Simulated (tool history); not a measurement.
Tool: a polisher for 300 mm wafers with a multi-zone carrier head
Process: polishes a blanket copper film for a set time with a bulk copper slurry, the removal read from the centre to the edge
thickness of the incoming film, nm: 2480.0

run  hour  flow of slurry (ml/min)  pressure of the head's centre zone  pressure of the head's middle zone  pressure of the head's edge zone  abrasive content of the slurry  polishing time (s)  film removed at the wafer's centre (nm)  film removed at mid-radius (nm)  film removed at the wafer's edge (nm)
  1   0.0                      290                                1.00                                1.00                              1.00                            1.00                  51                                   564.98                           546.93                                 558.28
  2   0.6                      290                                1.00                                1.00                              1.08                            1.00                  51                                   550.44                           545.25                                 560.35
  3   4.5                      240                                1.00                                1.00                              1.08                            1.00                  51                                   532.52                           526.55                                 553.88
  4   9.1                      290                                1.00                                1.00                              1.08                            1.00                  51                                   547.67                           545.09                                 566.33
  5  15.3                      290                                1.08                                1.00                              1.08                            1.00                  51                                   591.13                           556.22                                 562.77
  6  21.4                      290                                1.08                                1.00                              1.15                            1.00                  51                                   582.51                           536.25                                 573.91
  7  25.0                      285                                1.05                                1.01                              1.13                            0.90                  50                                   547.65                           522.98                                 546.93
  8  28.3                      280                                1.02                                1.02                              1.12                            0.85                  49                                   524.87                           520.88                                 523.14
  9  34.4                      280                                1.02                                1.02                              1.12                            0.85                  49                                   515.80                           512.05                                 530.16
 10  43.2                      275                                1.00                                1.03                              1.11                            0.80                  48                                   494.92                           509.51                                 518.34
 11  47.8                      275                                0.98                                1.03                              1.10                            0.75                  47                                   472.90                           484.15                                 503.07
 12  53.6                      270                                0.97                                1.04                              1.10                            0.70                  46                                   454.50                           481.32                                 489.72
 13  59.9                      265                                0.96                                1.04                              1.10                            0.65                  46                                   455.98                           471.09                                 478.63
 14  64.7                      260                                0.94                                1.05                              1.10                            0.60                  46                                   429.51                           472.61                                 477.15
 15  67.2                      255                                0.93                                1.05                              1.09                            0.60                  46                                   423.04                           464.02                                 467.70
     68.1  -- worn pad replaced by a new one
 16  68.1                      250                                0.93                                1.05                              1.09                            0.60                  46                                   446.43                           505.35                                 509.10

Run 17 is up next; what results do you expect?
 17  72.1                      265                                0.92                                1.05                              1.09                            0.60                  46                                        ?                                ?                                      ?

{"run 17": {"film removed at the wafer's centre (nm)": 448.38, "film removed at mid-radius (nm)": 509.55, "film removed at the wafer's edge (nm)": 511.05}}
